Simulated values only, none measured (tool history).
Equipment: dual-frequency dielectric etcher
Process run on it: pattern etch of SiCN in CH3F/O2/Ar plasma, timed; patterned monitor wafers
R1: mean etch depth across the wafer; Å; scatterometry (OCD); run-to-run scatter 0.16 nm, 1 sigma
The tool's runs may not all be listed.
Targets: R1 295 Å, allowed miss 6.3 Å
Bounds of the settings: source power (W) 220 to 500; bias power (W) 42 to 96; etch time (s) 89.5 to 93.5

{"run": 1, "hour": 0.0, "source power (W)": 360, "bias power (W)": 69, "etch time (s)": 89.5, "R1": 326.2}
{"run": 2, "hour": 5.0, "source power (W)": 360, "bias power (W)": 59, "etch time (s)": 89.5, "R1": 314.02}
{"run": 3, "hour": 13.8, "source power (W)": 360, "bias power (W)": 59, "etch time (s)": 89.5, "R1": 313.75}
{"run": 4, "hour": 17.6, "source power (W)": 350, "bias power (W)": 59, "etch time (s)": 89.5, "R1": 311.57}
{"run": 5, "hour": 23.2, "source power (W)": 340, "bias power (W)": 58, "etch time (s)": 89.5, "R1": 309.57}
{"run": 6, "hour": 26.9, "source power (W)": 340, "bias power (W)": 58, "etch time (s)": 93.5, "R1": 321.78}
{"run": 7, "hour": 27.7, "source power (W)": 330, "bias power (W)": 57, "etch time (s)": 93.5, "R1": 314.55}
{"run": 8, "hour": 29.2, "source power (W)": 320, "bias power (W)": 57, "etch time (s)": 93.5, "R1": 314.1}

Exactly one of the 5 candidate moves below puts every result within its allowed miss. Which one?
{"run": "A", "hour": 30.7, "source power (W)": 290, "bias power (W)": 61, "etch time (s)": 93.5, "R1": "?"}
{"run": "B", "hour": 30.7, "source power (W)": 330, "bias power (W)": 42, "etch time (s)": 93.5, "R1": "?"}
{"run": "C", "hour": 30.7, "source power (W)": 320, "bias power (W)": 62, "etch time (s)": 92, "R1": "?"}
{"run": "D", "hour": 30.7, "source power (W)": 330, "bias power (W)": 64, "etch time (s)": 89.5, "R1": "?"}
{"run": "E", "hour": 30.7, "source power (W)": 330, "bias power (W)": 50, "etch time (s)": 93.5, "R1": "?"}

move=A R1=310.54
move=B R1=295.97
move=C R1=316.26
move=D R1=313.2
move=E R1=307.78
A: gains on the last run, yet a result remains outside its allowed miss
B: in spec on every target
C: misses by more than the last run did
D: as far off as the last run
E: gains on the last run, yet a result remains outside its allowed miss
B is the move that brings every result within its allowed miss.
